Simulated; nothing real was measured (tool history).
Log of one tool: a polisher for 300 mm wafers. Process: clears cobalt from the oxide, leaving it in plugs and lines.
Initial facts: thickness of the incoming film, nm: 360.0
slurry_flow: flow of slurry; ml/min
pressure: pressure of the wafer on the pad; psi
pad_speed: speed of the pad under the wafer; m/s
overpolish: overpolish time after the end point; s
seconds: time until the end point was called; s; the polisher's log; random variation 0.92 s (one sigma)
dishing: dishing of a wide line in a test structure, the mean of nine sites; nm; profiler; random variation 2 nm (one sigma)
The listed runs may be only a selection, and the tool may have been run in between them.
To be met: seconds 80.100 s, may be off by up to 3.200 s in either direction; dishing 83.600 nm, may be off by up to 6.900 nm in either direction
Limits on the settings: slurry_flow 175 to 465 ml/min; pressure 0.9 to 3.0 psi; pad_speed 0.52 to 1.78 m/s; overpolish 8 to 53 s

run 1 hour=0.0 | slurry_flow=295 pressure=1.9 pad_speed=1.14 overpolish=27 | seconds=54.059 dishing=80.945
run 2 hour=6.2 | slurry_flow=295 pressure=1.9 pad_speed=1.36 overpolish=27 | seconds=47.770 dishing=85.298
run 3 hour=10.6 | slurry_flow=295 pressure=1.7 pad_speed=1.36 overpolish=29 | seconds=53.335 dishing=85.675
run 4 hour=11.8 | slurry_flow=295 pressure=1.7 pad_speed=1.50 overpolish=29 | seconds=49.449 dishing=87.052
run 5 hour=17.0 | slurry_flow=295 pressure=1.7 pad_speed=1.50 overpolish=37 | seconds=50.184 dishing=92.526
run 6 hour=19.8 | slurry_flow=295 pressure=1.5 pad_speed=1.50 overpolish=37 | seconds=54.809 dishing=93.280
run 7 hour=25.2 | slurry_flow=295 pressure=1.4 pad_speed=1.48 overpolish=36 | seconds=59.968 dishing=86.612
run 8 hour=27.1 | slurry_flow=295 pressure=1.3 pad_speed=1.48 overpolish=37 | seconds=64.468 dishing=85.576
run 9 hour=30.4 | slurry_flow=295 pressure=0.9 pad_speed=1.46 overpolish=42 | seconds=94.867 dishing=79.644
run 10 hour=31.9 | slurry_flow=295 pressure=1.0 pad_speed=1.46 overpolish=41 | seconds=84.359 dishing=79.098
run 11 hour=37.4 | slurry_flow=295 pressure=1.0 pad_speed=1.46 overpolish=42 | seconds=84.734 dishing=79.559
run 12 hour=43.8 | slurry_flow=295 pressure=1.0 pad_speed=1.46 overpolish=43 | seconds=83.483 dishing=82.148
run 13 hour=45.5 | slurry_flow=295 pressure=1.1 pad_speed=1.46 overpolish=43 | seconds=75.720 dishing=82.453
run 14 hour=48.6 | slurry_flow=295 pressure=1.0 pad_speed=1.46 overpolish=45 | seconds=85.921 dishing=83.590
run 15 hour=52.9 | slurry_flow=295 pressure=1.0 pad_speed=1.46 overpolish=44 | seconds=85.830 dishing=86.588
run 16 hour=58.7 | slurry_flow=295 pressure=1.1 pad_speed=1.46 overpolish=37 | seconds=78.354 dishing=80.453
run 17 hour=67.0 | slurry_flow=295 pressure=1.1 pad_speed=1.46 overpolish=38 | seconds=77.578 dishing=81.701

Which of these 4 next moves meets every target?
run A hour=75.3 | slurry_flow=280 pressure=1.3 pad_speed=1.30 overpolish=36 | seconds=? dishing=?
run B hour=75.3 | slurry_flow=185 pressure=1.1 pad_speed=1.72 overpolish=27 | seconds=? dishing=?
run C hour=75.3 | slurry_flow=310 pressure=1.1 pad_speed=1.56 overpolish=41 | seconds=? dishing=?
run D hour=75.3 | slurry_flow=350 pressure=1.2 pad_speed=1.18 overpolish=45 | seconds=? dishing=?

move=A seconds=70.821 dishing=83.222
move=B seconds=71.626 dishing=73.340
move=C seconds=72.301 dishing=86.393
move=D seconds=80.002 dishing=86.306
A: misses by more than the last run did
B: misses by more than the last run did
C: misses by more than the last run did
D: in spec on every target
Correct choice: D, which meets every target
